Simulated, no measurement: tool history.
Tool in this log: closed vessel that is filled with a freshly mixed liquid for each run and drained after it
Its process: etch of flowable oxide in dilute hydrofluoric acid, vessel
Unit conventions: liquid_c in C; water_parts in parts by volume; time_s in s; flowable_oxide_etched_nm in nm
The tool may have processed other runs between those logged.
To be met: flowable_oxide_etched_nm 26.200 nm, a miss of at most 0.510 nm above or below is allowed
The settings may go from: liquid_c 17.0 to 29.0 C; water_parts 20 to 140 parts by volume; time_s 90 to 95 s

run,hour,liquid_c,water_parts,time_s,flowable_oxide_etched_nm
1,0.0,21.0,75,90,36.207
2,2.0,21.0,50,90,56.147
3,8.6,21.0,50,95,59.038
4,15.9,21.0,65,95,44.565
5,24.5,21.0,85,95,33.164
# hour 28.7: thermometer replaced
6,28.7,21.0,85,95,30.659
7,37.0,20.5,85,95,30.022
8,41.9,20.0,85,95,29.424
9,43.9,20.0,85,95,29.283
10,45.5,19.0,85,95,28.186

Pick the move, out of 5, that brings all results within their allowed miss; only one does.
A,47.1,22.0,100,90,?
B,47.1,18.5,80,90,?
C,47.1,21.0,95,95,?
D,47.1,17.0,80,90,?
E,47.1,20.0,90,95,?

move,flowable_oxide_etched_nm
A,25.190
B,27.883
C,27.032
D,26.164
E,27.542
A: moves the result that the last run missed by most past its target, out the other side
B: an improvement on the last run, though not all results are within tolerance
C: an improvement on the last run, though not all results are within tolerance
D: every result within its allowed miss
E: an improvement on the last run, though not all results are within tolerance
The move that meets every target is D.

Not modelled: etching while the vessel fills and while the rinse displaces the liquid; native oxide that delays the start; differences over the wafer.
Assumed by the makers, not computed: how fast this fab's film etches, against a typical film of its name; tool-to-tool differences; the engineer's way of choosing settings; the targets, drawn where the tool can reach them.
